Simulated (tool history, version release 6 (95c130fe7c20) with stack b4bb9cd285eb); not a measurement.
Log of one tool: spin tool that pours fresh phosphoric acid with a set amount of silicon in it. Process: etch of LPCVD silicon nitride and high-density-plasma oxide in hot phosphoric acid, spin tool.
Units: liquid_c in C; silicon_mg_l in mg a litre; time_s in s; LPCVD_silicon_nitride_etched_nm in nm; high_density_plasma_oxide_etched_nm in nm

run	hour	liquid_c	silicon_mg_l	time_s	LPCVD_silicon_nitride_etched_nm	high_density_plasma_oxide_etched_nm
1	0.0	163.0	23.5	180	22.770	0.58056
2	7.1	163.0	35.5	180	22.679	0.30083
3	8.3	162.5	34.0	180	22.210	0.31935
4	9.7	161.5	34.0	180	21.486	0.30173
5	12.7	161.0	33.0	180	21.360	0.33622
6	19.8	161.0	32.5	180	21.037	0.32494
7	22.8	160.5	31.5	180	21.118	0.31149
8	24.9	160.5	30.5	180	21.116	0.36196
9	33.5	160.5	30.0	180	20.991	0.34895
10	37.6	160.5	29.5	180	20.595	0.33547
11	45.6	160.5	28.5	180	20.956	0.35175

Forecast run 12:
12	52.6	160.5	27.5	180	?	?

LPCVD_silicon_nitride_etched_nm: 20.933 nm
high_density_plasma_oxide_etched_nm: 0.39564 nm
